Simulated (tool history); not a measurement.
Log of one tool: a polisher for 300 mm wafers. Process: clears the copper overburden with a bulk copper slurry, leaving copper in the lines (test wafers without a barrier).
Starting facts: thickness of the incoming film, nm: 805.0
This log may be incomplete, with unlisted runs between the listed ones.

run,hour,flow of slurry (ml/min),pressure of the wafer on the pad (psi),speed of the pad under the wafer (m/s),abrasive content of the slurry,overpolish time after the end point (s),time until the end point was called (s),dishing of a wide line in a test structure (nm)
1,0,295,2.6,1.1,1,23,74.292,89.788
2,7,295,2.5,1.1,1,24,77.718,87.048
3,8.6,295,2.4,1.1,1,25,80.197,87.559
4,10.2,235,2.4,1.1,1,25,81.293,90.407
5,11.3,235,2.4,1.24,1,25,73.513,89.598
6,19.1,235,2.4,1.24,1.2,25,69.931,92.94

Forecast run 7:
7,24.7,235,2.3,1.24,1.2,26,?,?

time until the end point was called (s): 73.504
dishing of a wide line in a test structure (nm): 91.522
